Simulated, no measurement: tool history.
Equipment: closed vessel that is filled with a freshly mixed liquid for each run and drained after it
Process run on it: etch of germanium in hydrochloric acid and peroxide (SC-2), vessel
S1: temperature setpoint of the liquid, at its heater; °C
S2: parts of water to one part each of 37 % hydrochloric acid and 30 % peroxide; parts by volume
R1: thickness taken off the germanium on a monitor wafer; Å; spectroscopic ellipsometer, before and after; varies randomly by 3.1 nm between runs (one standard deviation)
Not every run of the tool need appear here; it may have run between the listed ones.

Run 1, hour 0: S1 56 °C, S2 6.5 parts by volume, time in the liquid (s) 100. Result: R1 5613.9 Å.
Run 2, hour 5.1: S1 56 °C, S2 8 parts by volume, time in the liquid (s) 100. Result: R1 5551 Å.
Run 3, hour 12.8: S1 52 °C, S2 8 parts by volume, time in the liquid (s) 100. Result: R1 4881.9 Å.
Run 4, hour 19.6: S1 52 °C, S2 8 parts by volume, time in the liquid (s) 110. Result: R1 5404.2 Å.
Run 5, hour 23.3: S1 47 °C, S2 8 parts by volume, time in the liquid (s) 110. Result: R1 4592.1 Å.
Run 6, hour 26.5: S1 52 °C, S2 8 parts by volume, time in the liquid (s) 110. Result: R1 5429.7 Å.
Run 7, hour 35.2: S1 48.5 °C, S2 8 parts by volume, time in the liquid (s) 110. Result: R1 4824.6 Å.
Run 8, hour 36.5: S1 46.5 °C, S2 8 parts by volume, time in the liquid (s) 110. Result: R1 4475.9 Å.
Run 9, hour 45: S1 45 °C, S2 8 parts by volume, time in the liquid (s) 110. Result: R1 4290.1 Å.
Run 10, hour 47.4: S1 44 °C, S2 8 parts by volume, time in the liquid (s) 110. Result: R1 4176.8 Å.
Run 11, hour 54.9: S1 43 °C, S2 8 parts by volume, time in the liquid (s) 110. Result: R1 4053.9 Å.

Predict the results of run 12:
Run 12, hour 62.9: S1 42.5 °C, S2 8 parts by volume, time in the liquid (s) 110. Result: R1 ?.

{"run 12": {"R1": 3962.2}}
